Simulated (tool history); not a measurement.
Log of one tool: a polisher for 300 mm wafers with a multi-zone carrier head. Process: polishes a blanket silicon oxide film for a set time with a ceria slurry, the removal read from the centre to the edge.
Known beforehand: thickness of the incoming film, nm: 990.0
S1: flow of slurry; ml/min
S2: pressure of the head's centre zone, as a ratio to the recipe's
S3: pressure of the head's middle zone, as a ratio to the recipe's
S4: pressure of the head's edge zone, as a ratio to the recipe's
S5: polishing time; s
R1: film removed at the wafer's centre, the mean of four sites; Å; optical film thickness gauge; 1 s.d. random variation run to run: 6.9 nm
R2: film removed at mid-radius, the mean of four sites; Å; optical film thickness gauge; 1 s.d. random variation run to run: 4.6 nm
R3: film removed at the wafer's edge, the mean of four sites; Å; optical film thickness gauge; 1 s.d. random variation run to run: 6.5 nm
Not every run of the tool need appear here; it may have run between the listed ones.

run 1 hour=0 | S1=250 S2=1 S3=1 S4=1 S5=46 | R1=3600.8 R2=3644.5 R3=3806
run 2 hour=4.4 | S1=255 S2=1.02 S3=1.01 S4=1 S5=47 | R1=3817.1 R2=3754.3 R3=3824.6
run 3 hour=5.3 | S1=255 S2=1.02 S3=1.01 S4=1 S5=40 | R1=3244.1 R2=3232.4 R3=3229.3
run 4 hour=6 | S1=255 S2=1.02 S3=1.01 S4=0.95 S5=40 | R1=3281.6 R2=3172.2 R3=3189.7
run 5 hour=7.9 | S1=260 S2=1.03 S3=1.02 S4=0.96 S5=42 | R1=3431.9 R2=3347.4 R3=3333.4
run 6 hour=11.2 | S1=260 S2=1.03 S3=1.02 S4=1.02 S5=42 | R1=3500 R2=3417.5 R3=3464.7
run 7 hour=17.1 | S1=265 S2=1.04 S3=1.03 S4=1.03 S5=43 | R1=3499.8 R2=3468.7 R3=3594.2
run 8 hour=21.4 | S1=265 S2=1.05 S3=1.04 S4=1.02 S5=45 | R1=3797.2 R2=3729.2 R3=3734.6
run 9 hour=27.6 | S1=270 S2=1.06 S3=1.05 S4=1.03 S5=46 | R1=3994.5 R2=3802.6 R3=3813.1

What does the tool deliver on the next run?
run 10 hour=31.2 | S1=270 S2=1.07 S3=1.06 S4=1.04 S5=47 | R1=? R2=? R3=?

{"run 10": {"R1": 4052.4, "R2": 3964.4, "R3": 3922.3}}
